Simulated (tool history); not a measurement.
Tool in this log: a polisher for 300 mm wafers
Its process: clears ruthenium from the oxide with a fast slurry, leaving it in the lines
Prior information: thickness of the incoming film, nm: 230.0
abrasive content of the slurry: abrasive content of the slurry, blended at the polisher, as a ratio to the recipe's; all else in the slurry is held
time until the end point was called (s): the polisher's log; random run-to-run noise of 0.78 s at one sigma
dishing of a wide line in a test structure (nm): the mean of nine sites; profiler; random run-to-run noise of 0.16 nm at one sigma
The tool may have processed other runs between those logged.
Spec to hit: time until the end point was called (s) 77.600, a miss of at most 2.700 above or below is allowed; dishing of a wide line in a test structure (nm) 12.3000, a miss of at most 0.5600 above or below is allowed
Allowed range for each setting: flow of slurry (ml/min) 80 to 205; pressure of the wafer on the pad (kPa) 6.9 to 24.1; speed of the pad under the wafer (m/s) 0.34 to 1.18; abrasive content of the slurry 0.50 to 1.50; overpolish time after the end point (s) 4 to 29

run	hour	flow of slurry (ml/min)	pressure of the wafer on the pad (kPa)	speed of the pad under the wafer (m/s)	abrasive content of the slurry	overpolish time after the end point (s)	time until the end point was called (s)	dishing of a wide line in a test structure (nm)
1	0.0	135	15.2	0.76	1.00	15	69.984	37.3180
2	6.6	135	15.2	0.66	1.00	15	80.059	33.4780
3	8.2	155	15.2	0.66	1.00	15	79.030	34.1950
4	17.2	145	15.2	0.68	0.95	14	78.829	31.6430
5	23.9	145	15.2	0.78	0.95	14	70.426	34.9450
6	31.9	140	15.2	0.80	0.90	13	71.711	32.1950
7	36.6	135	15.2	0.82	0.85	12	72.800	29.8810
8	40.3	130	15.2	0.84	0.80	11	74.148	27.1540
9	46.4	125	15.2	0.84	0.75	10	77.240	23.7180
10	53.0	120	15.9	0.84	0.70	9	78.180	20.6200
11	57.1	120	16.5	0.82	0.70	8	78.217	18.8140
12	59.8	120	17.2	0.80	0.70	8	76.748	19.3130
13	64.7	125	13.8	0.94	0.55	4	101.640	7.8011
14	65.3	125	13.8	0.94	0.55	4	100.270	7.7023
15	74.4	120	14.5	0.94	0.55	4	98.367	8.0326
16	80.9	120	15.2	0.94	0.55	4	93.520	8.3810
17	82.0	115	15.9	0.94	0.55	4	90.635	8.6142
18	83.8	115	15.9	0.92	0.55	4	90.872	8.1311
19	88.4	125	18.6	0.94	0.50	9	84.144	20.1490
20	96.9	90	16.5	1.00	0.70	6	70.279	15.9030

Consider the 5 candidate settings below. Which is the only one whose results all fall within their allowed miss of target?
A	105.4	120	15.2	1.14	0.60	4	?	?
B	105.4	115	14.5	1.12	0.65	4	?	?
C	105.4	125	16.5	0.96	0.65	4	?	?
D	105.4	100	20.0	0.72	0.70	5	?	?
E	105.4	100	15.2	0.98	0.75	4	?	?

move	time until the end point was called (s)	dishing of a wide line in a test structure (nm)
A	70.455	10.9020
B	70.512	10.8940
C	70.601	10.8810
D	77.354	12.3590
E	71.104	10.8060
A: pushes the last run's worst result past its target
B: pushes the last run's worst result past its target
C: pushes the last run's worst result past its target
D: meets every target
E: pushes the last run's worst result past its target
Move D is the one to make.

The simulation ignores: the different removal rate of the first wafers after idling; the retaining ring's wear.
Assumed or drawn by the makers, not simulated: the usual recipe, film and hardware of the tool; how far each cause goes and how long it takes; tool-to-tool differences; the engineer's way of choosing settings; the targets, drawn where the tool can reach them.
